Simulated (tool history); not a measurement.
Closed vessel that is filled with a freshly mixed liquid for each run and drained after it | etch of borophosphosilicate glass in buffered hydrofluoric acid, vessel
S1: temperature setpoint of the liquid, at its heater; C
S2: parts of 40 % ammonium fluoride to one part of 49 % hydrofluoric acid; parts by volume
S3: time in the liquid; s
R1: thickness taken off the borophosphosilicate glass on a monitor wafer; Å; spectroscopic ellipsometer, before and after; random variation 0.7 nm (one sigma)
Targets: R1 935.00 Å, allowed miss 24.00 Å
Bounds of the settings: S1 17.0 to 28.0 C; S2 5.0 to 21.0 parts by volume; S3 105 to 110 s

run	hour	S1	S2	S3	R1
1	0.0	20.0	13.0	105	1434.20
2	3.9	19.5	13.5	105	1333.00
3	5.1	19.5	11.0	105	1640.50
4	7.1	17.0	11.0	105	1413.70
5	14.3	17.0	12.0	105	1317.70
6	18.3	17.0	12.0	110	1390.80
7	24.7	17.0	13.0	110	1286.20
8	26.1	17.0	13.5	110	1218.50
9	34.9	17.0	14.0	110	1189.50
10	39.9	17.0	14.5	110	1149.20
11	41.3	17.0	15.0	110	1117.70
12	47.5	17.0	15.5	110	1079.70
13	53.0	17.0	16.0	110	1027.60

5 next moves are on the table. One of them brings every result within its allowed miss. Which?
A	58.5	17.5	16.5	110	?
B	58.5	17.0	18.0	105	?
C	58.5	17.0	17.0	105	?
D	58.5	18.5	19.5	105	?
E	58.5	21.0	19.5	105	?

move	R1
A	1029.20
B	876.16
C	927.26
D	880.54
E	1011.90
A: as far off as the last run
B: takes the result that was furthest off past its target
C: meets every target
D: takes the result that was furthest off past its target
E: nearer than the last run, and not there yet
Move C is the one to make.

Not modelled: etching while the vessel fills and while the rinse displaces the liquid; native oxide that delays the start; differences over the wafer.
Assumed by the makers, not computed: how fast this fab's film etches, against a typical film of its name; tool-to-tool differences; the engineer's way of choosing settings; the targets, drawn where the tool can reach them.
